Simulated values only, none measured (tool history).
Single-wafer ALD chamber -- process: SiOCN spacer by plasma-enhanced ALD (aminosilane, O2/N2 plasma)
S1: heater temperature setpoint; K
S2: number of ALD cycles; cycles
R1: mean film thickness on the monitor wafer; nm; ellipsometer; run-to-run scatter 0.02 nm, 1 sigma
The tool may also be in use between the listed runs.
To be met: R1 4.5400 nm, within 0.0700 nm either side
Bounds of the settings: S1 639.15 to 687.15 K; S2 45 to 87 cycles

Run 1, hour 0.0: S1 663.15 K, S2 66 cycles. Result: R1 3.8806 nm.
Run 2, hour 0.5: S1 663.15 K, S2 69 cycles. Result: R1 4.0563 nm.
Run 3, hour 1.9: S1 663.15 K, S2 62 cycles. Result: R1 3.6612 nm.
Run 4, hour 10.3: S1 674.15 K, S2 62 cycles. Result: R1 3.5988 nm.
Run 5, hour 18.7: S1 673.15 K, S2 65 cycles. Result: R1 3.7821 nm.
Run 6, hour 20.2: S1 669.15 K, S2 65 cycles. Result: R1 3.8304 nm.
Run 7, hour 22.5: S1 669.15 K, S2 65 cycles. Result: R1 3.8486 nm.
Run 8, hour 26.1: S1 669.15 K, S2 67 cycles. Result: R1 3.9354 nm.
Run 9, hour 30.1: S1 669.15 K, S2 69 cycles. Result: R1 4.0630 nm.
Run 10, hour 37.2: S1 669.15 K, S2 70 cycles. Result: R1 4.1019 nm.
Run 11, hour 42.6: S1 669.15 K, S2 71 cycles. Result: R1 4.1593 nm.
Run 12, hour 47.5: S1 669.15 K, S2 72 cycles. Result: R1 4.2168 nm.

Which single option among these 4 for the next run brings every result within its allowed miss of target? Just one does.
Run A, hour 52.4: S1 683.15 K, S2 66 cycles. Result: R1 ?.
Run B, hour 52.4: S1 670.15 K, S2 80 cycles. Result: R1 ?.
Run C, hour 52.4: S1 665.15 K, S2 77 cycles. Result: R1 ?.
Run D, hour 52.4: S1 667.15 K, S2 80 cycles. Result: R1 ?.

move      R1
   A  3.7245
   B  4.6948
   C  4.5187
   D  4.6948
A: moves away from the targets compared with the last run
B: takes the result that was furthest off past its target
C: in spec on every target
D: takes the result that was furthest off past its target
The right move is C.
